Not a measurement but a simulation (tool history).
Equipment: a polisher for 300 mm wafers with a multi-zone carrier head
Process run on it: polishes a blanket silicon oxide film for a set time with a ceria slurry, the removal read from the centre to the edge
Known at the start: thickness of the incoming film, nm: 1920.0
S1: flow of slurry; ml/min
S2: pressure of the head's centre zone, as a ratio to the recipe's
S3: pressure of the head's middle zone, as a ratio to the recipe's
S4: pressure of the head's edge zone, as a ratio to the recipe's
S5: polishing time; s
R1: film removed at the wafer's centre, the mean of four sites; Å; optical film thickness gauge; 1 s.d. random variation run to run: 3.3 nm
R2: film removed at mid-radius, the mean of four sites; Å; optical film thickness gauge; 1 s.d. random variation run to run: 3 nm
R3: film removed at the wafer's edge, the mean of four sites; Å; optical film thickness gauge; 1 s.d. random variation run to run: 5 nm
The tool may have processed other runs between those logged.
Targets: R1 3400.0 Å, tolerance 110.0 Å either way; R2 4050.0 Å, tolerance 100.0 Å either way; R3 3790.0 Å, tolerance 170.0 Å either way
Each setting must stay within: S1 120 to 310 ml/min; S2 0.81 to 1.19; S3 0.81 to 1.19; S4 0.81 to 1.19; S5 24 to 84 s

| run | day | S1 | S2 | S3 | S4 | S5 | R1 | R2 | R3 |
|---|---|---|---|---|---|---|---|---|---|
| 1 | 0.000 | 200 | 1.00 | 1.00 | 1.00 | 54 | 2665.8 | 2751.2 | 2652.1 |
| 2 | 0.242 | 175 | 1.00 | 1.00 | 1.00 | 54 | 2611.1 | 2685.2 | 2601.1 |
| 3 | 0.504 | 175 | 1.00 | 1.00 | 0.96 | 54 | 2620.3 | 2666.7 | 2570.2 |
| 4 | 0.871 | 190 | 0.99 | 1.02 | 1.02 | 58 | 2802.2 | 2973.3 | 2886.4 |
| 5 | 1.025 | 210 | 1.00 | 1.06 | 1.06 | 60 | 2972.2 | 3248.5 | 2932.6 |
| 6 | 1.046 | 175 | 1.00 | 1.06 | 1.06 | 60 | 2877.7 | 3164.5 | 2948.6 |
| 7 | 1.354 | 175 | 0.99 | 1.07 | 1.08 | 63 | 3004.2 | 3339.9 | 3068.2 |
| 8 | 1.704 | 190 | 0.97 | 1.07 | 1.10 | 66 | 3123.2 | 3544.6 | 3357.7 |
| 9 | 1.738 | 205 | 0.96 | 1.08 | 1.12 | 67 | 3132.3 | 3723.3 | 3448.3 |
| 10 | 1.858 | 220 | 0.96 | 1.08 | 1.14 | 68 | 3275.8 | 3775.7 | 3530.6 |
| 11 | 2.054 | 220 | 0.96 | 1.08 | 1.14 | 68 | 3291.0 | 3711.0 | 3634.8 |
| 12 | 2.100 | 230 | 0.96 | 1.10 | 1.15 | 68 | 3270.7 | 3835.5 | 3597.0 |
| 13 | 2.229 | 240 | 0.96 | 1.11 | 1.16 | 68 | 3328.6 | 3926.7 | 3644.6 |
| 14 | 2.308 | 245 | 0.96 | 1.11 | 1.17 | 68 | 3312.9 | 3917.6 | 3598.0 |
| 15 | 2.667 | 245 | 0.96 | 1.11 | 1.17 | 68 | 3371.1 | 3921.4 | 3666.7 |
| 16 | 2.900 | 250 | 0.96 | 1.11 | 1.18 | 68 | 3338.9 | 3849.4 | 3675.0 |

Exercise: of the 4 proposed moves below, exactly one satisfies all targets within the stated allowed misses. Which move is it?
| A | 3.133 | 250 | 0.93 | 0.95 | 1.19 | 69 | ? | ? | ? |
| B | 3.133 | 265 | 0.87 | 1.09 | 1.15 | 70 | ? | ? | ? |
| C | 3.133 | 275 | 0.92 | 1.08 | 1.11 | 71 | ? | ? | ? |
| D | 3.133 | 225 | 0.99 | 1.11 | 1.16 | 67 | ? | ? | ? |

| move | R1 | R2 | R3 |
|---|---|---|---|
| A | 3301.7 | 3468.5 | 3785.2 |
| B | 3158.8 | 3957.7 | 3792.5 |
| C | 3405.1 | 4000.1 | 3797.3 |
| D | 3366.3 | 3763.7 | 3587.3 |
A: misses by more than the last run did
B: corrects the largest miss of the last run, while another result sits out of spec
C: every result within its allowed miss
D: misses by more than the last run did
The move that meets every target is C.
